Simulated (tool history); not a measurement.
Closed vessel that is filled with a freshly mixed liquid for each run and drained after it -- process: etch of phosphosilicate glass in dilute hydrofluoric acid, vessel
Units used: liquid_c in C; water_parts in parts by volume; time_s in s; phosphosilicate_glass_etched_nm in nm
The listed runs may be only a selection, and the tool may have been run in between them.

run,hour,liquid_c,water_parts,time_s,phosphosilicate_glass_etched_nm
1,0.0,23.0,160,30,15.674
2,1.4,23.0,110,30,24.100
3,7.0,25.5,110,30,26.569
4,8.2,26.0,110,30,27.064
5,16.2,26.0,110,30,26.985
6,22.9,26.0,130,30,22.434

Run 7 has not been measured yet. What should we expect?
7,30.6,26.5,125,30,?

{"run 7": {"phosphosilicate_glass_etched_nm": 23.836}}
